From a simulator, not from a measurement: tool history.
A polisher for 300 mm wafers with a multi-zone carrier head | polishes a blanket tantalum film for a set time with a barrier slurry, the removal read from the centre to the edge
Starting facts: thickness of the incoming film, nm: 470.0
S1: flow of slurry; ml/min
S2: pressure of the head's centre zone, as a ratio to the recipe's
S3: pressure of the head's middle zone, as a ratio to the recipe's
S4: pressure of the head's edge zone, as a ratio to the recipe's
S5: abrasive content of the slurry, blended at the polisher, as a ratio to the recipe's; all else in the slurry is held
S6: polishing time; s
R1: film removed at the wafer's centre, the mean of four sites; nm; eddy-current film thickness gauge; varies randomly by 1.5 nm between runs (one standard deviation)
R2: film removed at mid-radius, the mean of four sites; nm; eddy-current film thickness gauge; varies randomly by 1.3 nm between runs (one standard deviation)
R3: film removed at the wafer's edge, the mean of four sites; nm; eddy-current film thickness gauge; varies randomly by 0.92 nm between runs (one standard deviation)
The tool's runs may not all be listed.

Run 1, hour 0: S1 290 ml/min, S2 1, S3 1, S4 1, S5 1, S6 46 s. Result: R1 91.989 nm, R2 96.734 nm, R3 88.418 nm.
Run 2, hour 7.3: S1 295 ml/min, S2 1.02, S3 0.97, S4 1.05, S5 1.15, S6 48 s. Result: R1 102 nm, R2 101.61 nm, R3 99.9 nm.
Run 3, hour 11.5: S1 295 ml/min, S2 1.02, S3 0.97, S4 1.05, S5 1.35, S6 48 s. Result: R1 105.41 nm, R2 103.26 nm, R3 102.2 nm.
Run 4, hour 17.6: S1 295 ml/min, S2 1.02, S3 0.92, S4 1.05, S5 1.35, S6 48 s. Result: R1 104.46 nm, R2 100.51 nm, R3 104.15 nm.
Run 5, hour 23.9: S1 295 ml/min, S2 0.99, S3 0.92, S4 1.05, S5 1.35, S6 48 s. Result: R1 103.01 nm, R2 101.17 nm, R3 104.07 nm.
Run 6, hour 30.5: S1 295 ml/min, S2 0.99, S3 0.92, S4 1.05, S5 1.35, S6 44 s. Result: R1 94.01 nm, R2 92.183 nm, R3 93.873 nm.
Run 7, hour 37: S1 305 ml/min, S2 1.02, S3 0.93, S4 1.08, S5 1.4, S6 47 s. Result: R1 104.1 nm, R2 99.582 nm, R3 103.71 nm.
Run 8, hour 42: S1 310 ml/min, S2 1.04, S3 0.94, S4 1.1, S5 1.45, S6 49 s. Result: R1 113.36 nm, R2 105.49 nm, R3 109.72 nm.
Run 9, hour 48: S1 315 ml/min, S2 1.05, S3 0.94, S4 1.12, S5 1.45, S6 51 s. Result: R1 118.99 nm, R2 111.48 nm, R3 113.83 nm.
Run 10, hour 48.5: S1 315 ml/min, S2 1.05, S3 0.92, S4 1.13, S5 1.45, S6 53 s. Result: R1 122.6 nm, R2 111.87 nm, R3 122.4 nm.
Run 11, hour 52.7: S1 320 ml/min, S2 1.06, S3 0.93, S4 1.14, S5 1.45, S6 54 s. Result: R1 127.62 nm, R2 118.85 nm, R3 123.75 nm.
Run 12, hour 56.1: S1 325 ml/min, S2 1.07, S3 0.92, S4 1.15, S5 1.45, S6 55 s. Result: R1 128.98 nm, R2 115.33 nm, R3 126.24 nm.
Run 13, hour 64.6: S1 325 ml/min, S2 1.07, S3 0.92, S4 1.15, S5 1.45, S6 56 s. Result: R1 131.83 nm, R2 120.76 nm, R3 128.66 nm.

Run 14 comes next. What will it give?
Run 14, hour 65.6: S1 325 ml/min, S2 1.08, S3 0.92, S4 1.16, S5 1.45, S6 56 s. Result: R1 ?, R2 ?, R3 ?.

R1: 136.21 nm
R2: 118.53 nm
R3: 127.77 nm
